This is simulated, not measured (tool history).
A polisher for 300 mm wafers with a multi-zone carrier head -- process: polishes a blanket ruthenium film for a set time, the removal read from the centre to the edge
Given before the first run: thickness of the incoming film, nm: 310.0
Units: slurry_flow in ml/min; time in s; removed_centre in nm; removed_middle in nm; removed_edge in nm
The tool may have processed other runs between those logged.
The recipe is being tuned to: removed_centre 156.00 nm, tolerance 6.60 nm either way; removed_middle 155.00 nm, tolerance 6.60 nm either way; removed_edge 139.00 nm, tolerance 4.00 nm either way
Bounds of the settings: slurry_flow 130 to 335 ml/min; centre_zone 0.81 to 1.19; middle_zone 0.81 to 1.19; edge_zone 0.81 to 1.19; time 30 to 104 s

run  hour  slurry_flow  centre_zone  middle_zone  edge_zone  time  removed_centre  removed_middle  removed_edge
  1   0.0          215         1.00         1.00       1.00    67          100.52          103.27        100.57
  2   4.2          225         1.04         1.04       1.03    71          111.68          114.07        106.77
  3   5.5          230         1.06         1.05       1.05    75          120.29          118.80        113.24
  4  11.4          230         1.00         1.05       1.05    75          111.88          120.09        114.46
  5  14.2          265         1.00         1.05       1.05    75          113.82          121.47        114.04
  6  21.5          265         1.00         1.05       1.10    75          115.65          124.91        117.55
  7  23.6          270         1.03         1.07       1.11    78          124.99          129.16        123.30
  8  27.6          300         1.11         1.17       1.06    89          152.59          160.36        139.09

Of the 5 settings listed for the next run, only one would bring every result within its allowed miss of target. Which one?
  A  31.6          255         1.02         1.07       1.02    90               ?               ?             ?
  B  31.6          300         1.05         1.19       1.02    90               ?               ?             ?
  C  31.6          305         1.04         1.19       0.97    93               ?               ?             ?
  D  31.6          275         1.00         1.14       0.97    92               ?               ?             ?
  E  31.6          335         1.17         1.17       1.17    84               ?               ?             ?

move  removed_centre  removed_middle  removed_edge
   A          139.57          150.55        135.41
   B          146.61          167.80        136.99
   C          150.32          173.69        138.52
   D          141.23          163.88        136.02
   E          154.31          155.79        137.64
A: corrects the largest miss of the last run, while another result sits out of spec
B: the biggest miss grows against the last run
C: the biggest miss grows against the last run
D: the biggest miss grows against the last run
E: every result within its allowed miss
The move that meets every target is E.
